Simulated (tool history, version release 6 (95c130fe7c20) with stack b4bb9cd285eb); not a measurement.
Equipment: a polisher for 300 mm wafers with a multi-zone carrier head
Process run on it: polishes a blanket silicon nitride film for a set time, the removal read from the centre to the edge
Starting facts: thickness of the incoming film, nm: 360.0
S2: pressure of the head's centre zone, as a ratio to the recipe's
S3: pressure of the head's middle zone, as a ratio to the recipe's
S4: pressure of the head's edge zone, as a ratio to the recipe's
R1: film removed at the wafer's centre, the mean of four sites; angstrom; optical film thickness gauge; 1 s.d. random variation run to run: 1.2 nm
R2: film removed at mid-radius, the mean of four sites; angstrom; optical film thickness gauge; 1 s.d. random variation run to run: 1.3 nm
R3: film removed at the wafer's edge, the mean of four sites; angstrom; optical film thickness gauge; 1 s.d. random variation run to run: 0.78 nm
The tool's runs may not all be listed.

Run 1, hour 0: flow of slurry (ml/min) 130, S2 1, S3 1, S4 1, polishing time (s) 54. Result: R1 784.53 angstrom, R2 794.49 angstrom, R3 767.86 angstrom.
Run 2, hour 1.8: flow of slurry (ml/min) 140, S2 1.04, S3 1.01, S4 1.01, polishing time (s) 55. Result: R1 851.9 angstrom, R2 805.48 angstrom, R3 793.6 angstrom.
Run 3, hour 6.3: flow of slurry (ml/min) 140, S2 1.04, S3 1.01, S4 0.96, polishing time (s) 55. Result: R1 838.46 angstrom, R2 810.8 angstrom, R3 777.04 angstrom.
Run 4, hour 14.7: flow of slurry (ml/min) 150, S2 1.07, S3 1.03, S4 0.98, polishing time (s) 56. Result: R1 900.2 angstrom, R2 831.2 angstrom, R3 802.59 angstrom.
Run 5, hour 18.6: flow of slurry (ml/min) 155, S2 1.09, S3 1.05, S4 0.99, polishing time (s) 58. Result: R1 975.17 angstrom, R2 910.3 angstrom, R3 847.74 angstrom.
Run 6, hour 24.1: flow of slurry (ml/min) 160, S2 1.11, S3 1.06, S4 1.02, polishing time (s) 58. Result: R1 1000.6 angstrom, R2 898.45 angstrom, R3 862.45 angstrom.

Run 7 has not been measured yet. What should we expect?
Run 7, hour 25.3: flow of slurry (ml/min) 165, S2 1.12, S3 1.07, S4 1.03, polishing time (s) 59. Result: R1 ?, R2 ?, R3 ?.

{"run 7": {"R1": 1026, "R2": 953.87, "R3": 875.61}}
